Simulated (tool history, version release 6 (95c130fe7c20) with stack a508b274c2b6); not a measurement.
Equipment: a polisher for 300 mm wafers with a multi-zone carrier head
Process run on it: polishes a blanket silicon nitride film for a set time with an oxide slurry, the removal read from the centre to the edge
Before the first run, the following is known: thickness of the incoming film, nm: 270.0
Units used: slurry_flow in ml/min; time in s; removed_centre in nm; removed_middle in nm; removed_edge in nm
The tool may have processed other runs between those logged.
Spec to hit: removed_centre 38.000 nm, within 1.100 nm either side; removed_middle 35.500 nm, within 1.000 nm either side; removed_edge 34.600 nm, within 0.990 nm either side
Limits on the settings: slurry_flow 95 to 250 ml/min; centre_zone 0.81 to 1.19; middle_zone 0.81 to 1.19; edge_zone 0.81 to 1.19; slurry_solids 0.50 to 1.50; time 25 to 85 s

{"run": 1, "hour": 0.0, "slurry_flow": 160, "centre_zone": 1.0, "middle_zone": 1.0, "edge_zone": 1.0, "slurry_solids": 1.0, "time": 55, "removed_centre": 32.949, "removed_middle": 32.821, "removed_edge": 32.556}
{"run": 2, "hour": 6.1, "slurry_flow": 160, "centre_zone": 1.0, "middle_zone": 1.0, "edge_zone": 1.0, "slurry_solids": 0.8, "time": 55, "removed_centre": 29.58, "removed_middle": 29.507, "removed_edge": 29.532}
{"run": 3, "hour": 12.3, "slurry_flow": 180, "centre_zone": 1.04, "middle_zone": 1.03, "edge_zone": 1.04, "slurry_solids": 0.85, "time": 55, "removed_centre": 32.817, "removed_middle": 31.603, "removed_edge": 31.52}
{"run": 4, "hour": 13.8, "slurry_flow": 195, "centre_zone": 1.06, "middle_zone": 1.05, "edge_zone": 1.06, "slurry_solids": 0.85, "time": 55, "removed_centre": 33.517, "removed_middle": 32.352, "removed_edge": 32.566}
{"run": 5, "hour": 16.1, "slurry_flow": 205, "centre_zone": 1.09, "middle_zone": 1.07, "edge_zone": 1.06, "slurry_solids": 0.85, "time": 55, "removed_centre": 35.331, "removed_middle": 32.719, "removed_edge": 32.539}
{"run": 6, "hour": 22.0, "slurry_flow": 215, "centre_zone": 1.1, "middle_zone": 1.09, "edge_zone": 1.07, "slurry_solids": 0.85, "time": 55, "removed_centre": 35.956, "removed_middle": 33.89, "removed_edge": 32.448}
{"run": 7, "hour": 27.0, "slurry_flow": 220, "centre_zone": 1.11, "middle_zone": 1.09, "edge_zone": 1.09, "slurry_solids": 0.85, "time": 55, "removed_centre": 36.137, "removed_middle": 33.948, "removed_edge": 32.296}
{"run": 8, "hour": 28.4, "slurry_flow": 220, "centre_zone": 1.11, "middle_zone": 1.08, "edge_zone": 1.1, "slurry_solids": 0.9, "time": 55, "removed_centre": 36.479, "removed_middle": 34.57, "removed_edge": 34.313}
{"run": 9, "hour": 34.6, "slurry_flow": 220, "centre_zone": 1.11, "middle_zone": 1.08, "edge_zone": 1.1, "slurry_solids": 0.9, "time": 55, "removed_centre": 36.745, "removed_middle": 34.339, "removed_edge": 34.311}

Exercise: of the 5 proposed moves below, exactly one satisfies all targets within the stated allowed misses. Which move is it?
{"run": "A", "hour": 40.8, "slurry_flow": 245, "centre_zone": 1.08, "middle_zone": 1.05, "edge_zone": 1.05, "slurry_solids": 1.3, "time": 50, "removed_centre": "?", "removed_middle": "?", "removed_edge": "?"}
{"run": "B", "hour": 40.8, "slurry_flow": 215, "centre_zone": 1.04, "middle_zone": 1.1, "edge_zone": 1.1, "slurry_solids": 1.1, "time": 53, "removed_centre": "?", "removed_middle": "?", "removed_edge": "?"}
{"run": "C", "hour": 40.8, "slurry_flow": 220, "centre_zone": 1.13, "middle_zone": 0.96, "edge_zone": 1.05, "slurry_solids": 0.75, "time": 61, "removed_centre": "?", "removed_middle": "?", "removed_edge": "?"}
{"run": "D", "hour": 40.8, "slurry_flow": 245, "centre_zone": 1.07, "middle_zone": 1.06, "edge_zone": 1.17, "slurry_solids": 0.95, "time": 53, "removed_centre": "?", "removed_middle": "?", "removed_edge": "?"}
{"run": "E", "hour": 40.8, "slurry_flow": 225, "centre_zone": 1.0, "middle_zone": 1.07, "edge_zone": 1.02, "slurry_solids": 1.2, "time": 53, "removed_centre": "?", "removed_middle": "?", "removed_edge": "?"}

move=A removed_centre=38.380 removed_middle=35.826 removed_edge=35.287
move=B removed_centre=36.157 removed_middle=36.331 removed_edge=35.525
move=C removed_centre=38.866 removed_middle=32.562 removed_edge=34.370
move=D removed_centre=35.811 removed_middle=33.969 removed_edge=35.104
move=E removed_centre=36.151 removed_middle=37.017 removed_edge=35.524
A: all results in spec
B: the worst result of the last run now meets its target, but another is out of spec
C: moves away from the targets compared with the last run
D: moves away from the targets compared with the last run
E: takes the result that was furthest off past its target
The right move is A.
